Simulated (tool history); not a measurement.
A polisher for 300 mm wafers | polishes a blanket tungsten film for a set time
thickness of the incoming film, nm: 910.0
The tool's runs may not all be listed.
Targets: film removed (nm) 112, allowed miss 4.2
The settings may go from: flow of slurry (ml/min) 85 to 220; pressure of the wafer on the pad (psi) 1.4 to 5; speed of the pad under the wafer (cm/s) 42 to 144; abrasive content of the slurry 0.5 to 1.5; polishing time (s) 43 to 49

| run | hour | flow of slurry (ml/min) | pressure of the wafer on the pad (psi) | speed of the pad under the wafer (cm/s) | abrasive content of the slurry | polishing time (s) | film removed (nm) |
|---|---|---|---|---|---|---|---|
| 1 | 0 | 140 | 3.2 | 92 | 1 | 49 | 158.49 |
| 2 | 8.8 | 160 | 3.2 | 92 | 1 | 49 | 159.21 |
| 3 | 12.8 | 160 | 3.2 | 84 | 1 | 49 | 148.91 |
| 4 | 15.8 | 160 | 3.2 | 74 | 1 | 49 | 137.17 |
| 5 | 23.7 | 185 | 3.2 | 74 | 1 | 49 | 138.09 |
| 6 | 29 | 185 | 3 | 74 | 1 | 49 | 132.06 |
| 7 | 30.1 | 180 | 2.8 | 74 | 1 | 49 | 123.73 |
| 8 | 35.4 | 180 | 2.7 | 74 | 1 | 49 | 122.72 |

Which of these 5 next moves meets every target?
| A | 40.7 | 165 | 2.3 | 86 | 1.25 | 47 | ? |
| B | 40.7 | 160 | 1.5 | 110 | 1.15 | 47 | ? |
| C | 40.7 | 210 | 2.4 | 88 | 1 | 49 | ? |
| D | 40.7 | 185 | 2.8 | 68 | 1.05 | 48 | ? |
| E | 40.7 | 175 | 3.2 | 68 | 0.85 | 44 | ? |

| move | film removed (nm) |
|---|---|
| A | 127.22 |
| B | 119.82 |
| C | 135.04 |
| D | 118.83 |
| E | 111.48 |
A: further off than the last run
B: nearer than the last run, and not there yet
C: further off than the last run
D: nearer than the last run, and not there yet
E: meets every target
Answer: E
